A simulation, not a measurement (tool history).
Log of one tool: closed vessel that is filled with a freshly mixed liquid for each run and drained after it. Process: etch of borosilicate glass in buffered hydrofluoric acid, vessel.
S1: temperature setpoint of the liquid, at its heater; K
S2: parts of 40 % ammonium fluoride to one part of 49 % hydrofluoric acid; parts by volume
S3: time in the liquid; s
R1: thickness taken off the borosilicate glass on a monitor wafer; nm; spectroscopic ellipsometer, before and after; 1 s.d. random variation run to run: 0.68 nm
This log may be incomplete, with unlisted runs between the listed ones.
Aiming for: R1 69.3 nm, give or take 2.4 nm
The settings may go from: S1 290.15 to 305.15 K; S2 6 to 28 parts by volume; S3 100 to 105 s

run 1 hour=0 | S1=298.15 S2=17 S3=100 | R1=80.291
run 2 hour=3.8 | S1=298.15 S2=14.5 S3=100 | R1=91.91
run 3 hour=8.1 | S1=296.65 S2=14.5 S3=100 | R1=88.037
run 4 hour=13.3 | S1=296.65 S2=14.5 S3=105 | R1=89.917
run 5 hour=16 | S1=295.15 S2=14.5 S3=105 | R1=83.664
run 6 hour=25 | S1=293.15 S2=14.5 S3=105 | R1=75.063
run 7 hour=27.6 | S1=293.15 S2=14.5 S3=105 | R1=74.348
run 8 hour=36 | S1=292.65 S2=14.5 S3=105 | R1=73.326

Below are 5 possible settings for the next run. Only one of them brings all results inside the allowed miss of their targets. Which is it?
run A hour=44.4 | S1=291.65 S2=12.5 S3=100 | R1=?
run B hour=44.4 | S1=292.65 S2=15.5 S3=100 | R1=?
run C hour=44.4 | S1=290.15 S2=13.5 S3=105 | R1=?
run D hour=44.4 | S1=292.15 S2=13.5 S3=105 | R1=?
run E hour=44.4 | S1=292.65 S2=13.5 S3=100 | R1=?

move=A R1=76.708
move=B R1=65.491
move=C R1=68.652
move=D R1=76.72
move=E R1=75.109
A: misses by more than the last run did
B: pushes the last run's worst result past its target
C: every result lands within tolerance
D: misses by more than the last run did
E: misses by more than the last run did
The right move is C.
